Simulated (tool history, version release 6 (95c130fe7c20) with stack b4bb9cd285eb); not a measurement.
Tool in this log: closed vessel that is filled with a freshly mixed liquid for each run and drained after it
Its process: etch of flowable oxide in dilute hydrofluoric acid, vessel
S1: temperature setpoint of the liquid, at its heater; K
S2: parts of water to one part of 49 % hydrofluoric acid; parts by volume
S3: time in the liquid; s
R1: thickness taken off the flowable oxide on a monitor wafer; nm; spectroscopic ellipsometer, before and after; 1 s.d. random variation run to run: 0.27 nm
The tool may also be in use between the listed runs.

Run 1, hour 0: S1 294.15 K, S2 105 parts by volume, S3 135 s. Result: R1 41.75 nm.
Run 2, hour 5.7: S1 291.65 K, S2 105 parts by volume, S3 135 s. Result: R1 37.93 nm.
Run 3, hour 12.3: S1 293.15 K, S2 105 parts by volume, S3 135 s. Result: R1 40.208 nm.
Run 4, hour 17.5: S1 290.15 K, S2 105 parts by volume, S3 135 s. Result: R1 35.228 nm.
Run 5, hour 21.2: S1 293.15 K, S2 105 parts by volume, S3 135 s. Result: R1 40.011 nm.
Run 6, hour 25.9: S1 293.15 K, S2 105 parts by volume, S3 145 s. Result: R1 43.135 nm.

Estimate the outcome of run 7 from the log above:
Run 7, hour 33.6: S1 293.65 K, S2 105 parts by volume, S3 145 s. Result: R1 ?.

Run 7 came out at R1 44.304 nm.

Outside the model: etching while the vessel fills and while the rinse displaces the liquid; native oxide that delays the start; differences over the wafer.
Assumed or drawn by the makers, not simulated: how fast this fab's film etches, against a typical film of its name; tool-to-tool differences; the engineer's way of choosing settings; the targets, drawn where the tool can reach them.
